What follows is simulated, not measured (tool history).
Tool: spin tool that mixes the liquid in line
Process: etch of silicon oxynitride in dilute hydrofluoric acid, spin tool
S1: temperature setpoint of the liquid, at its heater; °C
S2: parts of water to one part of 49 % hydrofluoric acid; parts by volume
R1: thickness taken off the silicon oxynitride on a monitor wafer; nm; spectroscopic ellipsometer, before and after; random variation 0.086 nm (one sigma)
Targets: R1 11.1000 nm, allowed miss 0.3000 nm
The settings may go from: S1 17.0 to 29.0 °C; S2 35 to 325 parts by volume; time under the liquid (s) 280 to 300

{"run": 1, "hour": 0.0, "S1": 21.0, "S2": 180, "time under the liquid (s)": 280, "R1": 4.9139}
{"run": 2, "hour": 4.9, "S1": 22.0, "S2": 170, "time under the liquid (s)": 280, "R1": 5.4853}
{"run": 3, "hour": 9.9, "S1": 22.0, "S2": 170, "time under the liquid (s)": 280, "R1": 5.4397}
{"run": 4, "hour": 15.6, "S1": 20.0, "S2": 170, "time under the liquid (s)": 280, "R1": 4.9594}
{"run": 5, "hour": 23.4, "S1": 20.0, "S2": 170, "time under the liquid (s)": 280, "R1": 5.0737}
{"run": 6, "hour": 26.4, "S1": 21.5, "S2": 160, "time under the liquid (s)": 280, "R1": 5.6822}
{"run": 7, "hour": 28.0, "S1": 22.5, "S2": 150, "time under the liquid (s)": 280, "R1": 6.4352}
{"run": 8, "hour": 35.3, "S1": 23.5, "S2": 145, "time under the liquid (s)": 280, "R1": 6.9844}
{"run": 9, "hour": 43.9, "S1": 24.5, "S2": 140, "time under the liquid (s)": 280, "R1": 7.614}
{"run": 10, "hour": 49.0, "S1": 25.0, "S2": 135, "time under the liquid (s)": 280, "R1": 8.113}

Which of these 5 next moves meets every target?
{"run": "A", "hour": 54.1, "S1": 26.0, "S2": 105, "time under the liquid (s)": 300, "R1": "?"}
{"run": "B", "hour": 54.1, "S1": 25.5, "S2": 110, "time under the liquid (s)": 300, "R1": "?"}
{"run": "C", "hour": 54.1, "S1": 20.5, "S2": 135, "time under the liquid (s)": 280, "R1": "?"}
{"run": "D", "hour": 54.1, "S1": 24.5, "S2": 125, "time under the liquid (s)": 300, "R1": "?"}
{"run": "E", "hour": 54.1, "S1": 25.5, "S2": 155, "time under the liquid (s)": 280, "R1": "?"}

move=A R1=11.8770
move=B R1=11.0290
move=C R1=6.4998
move=D R1=9.1487
move=E R1=7.0316
A: takes the result that was furthest off past its target
B: meets every target
C: further off than the last run
D: nearer than the last run, and not there yet
E: further off than the last run
Answer: B

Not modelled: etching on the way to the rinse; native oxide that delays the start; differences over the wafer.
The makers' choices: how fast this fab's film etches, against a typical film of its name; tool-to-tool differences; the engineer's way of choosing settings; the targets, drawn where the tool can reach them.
